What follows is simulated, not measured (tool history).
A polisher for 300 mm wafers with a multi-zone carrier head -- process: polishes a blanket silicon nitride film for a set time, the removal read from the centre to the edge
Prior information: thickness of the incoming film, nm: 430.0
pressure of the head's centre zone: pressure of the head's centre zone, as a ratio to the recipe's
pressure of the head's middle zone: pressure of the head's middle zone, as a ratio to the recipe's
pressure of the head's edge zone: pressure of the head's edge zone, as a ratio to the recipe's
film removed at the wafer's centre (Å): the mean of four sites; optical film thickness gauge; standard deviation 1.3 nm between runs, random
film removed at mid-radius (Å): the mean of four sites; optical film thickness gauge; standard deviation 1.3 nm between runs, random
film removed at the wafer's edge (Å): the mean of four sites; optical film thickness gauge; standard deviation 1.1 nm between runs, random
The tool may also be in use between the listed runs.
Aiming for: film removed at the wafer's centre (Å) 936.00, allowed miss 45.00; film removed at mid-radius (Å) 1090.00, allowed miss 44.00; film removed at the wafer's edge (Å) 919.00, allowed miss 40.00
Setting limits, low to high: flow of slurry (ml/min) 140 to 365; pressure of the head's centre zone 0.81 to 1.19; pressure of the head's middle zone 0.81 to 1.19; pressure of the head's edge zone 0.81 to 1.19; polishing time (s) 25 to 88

run	day	flow of slurry (ml/min)	pressure of the head's centre zone	pressure of the head's middle zone	pressure of the head's edge zone	polishing time (s)	film removed at the wafer's centre (Å)	film removed at mid-radius (Å)	film removed at the wafer's edge (Å)
1	0.000	235	1.00	1.00	1.00	56	764.33	778.29	748.63
2	0.317	190	1.00	1.00	1.00	56	736.76	747.49	729.82
3	0.388	190	1.08	1.00	1.00	56	787.16	748.57	722.47
4	0.704	215	1.08	1.00	1.00	56	800.68	750.62	741.68
5	0.979	215	1.16	1.00	1.00	56	883.84	771.79	735.89
6	1.350	215	1.16	0.94	1.00	56	870.62	724.03	734.25
7	1.492	230	1.11	1.02	1.02	59	872.76	805.38	780.60
8	1.650	235	1.07	1.07	1.01	62	903.27	926.10	807.18
9	1.921	255	1.01	1.14	1.11	67	916.35	1046.80	943.97

Below are 4 possible settings for the next run. Only one of them brings all results inside the allowed miss of their targets. Which is it?
A	2.192	270	1.02	1.19	1.08	67	?	?	?
B	2.192	240	0.96	1.19	1.09	66	?	?	?
C	2.192	230	1.05	1.13	1.01	67	?	?	?
D	2.192	360	0.94	1.12	1.15	72	?	?	?

move	film removed at the wafer's centre (Å)	film removed at mid-radius (Å)	film removed at the wafer's edge (Å)
A	961.02	1073.00	903.92
B	878.44	1044.30	886.26
C	970.45	1008.70	864.02
D	977.93	1123.20	1023.70
A: every result lands within tolerance
B: lands further from the targets than the last run did
C: lands further from the targets than the last run did
D: puts the biggest miss on target and leaves a different result outside tolerance
Answer: A

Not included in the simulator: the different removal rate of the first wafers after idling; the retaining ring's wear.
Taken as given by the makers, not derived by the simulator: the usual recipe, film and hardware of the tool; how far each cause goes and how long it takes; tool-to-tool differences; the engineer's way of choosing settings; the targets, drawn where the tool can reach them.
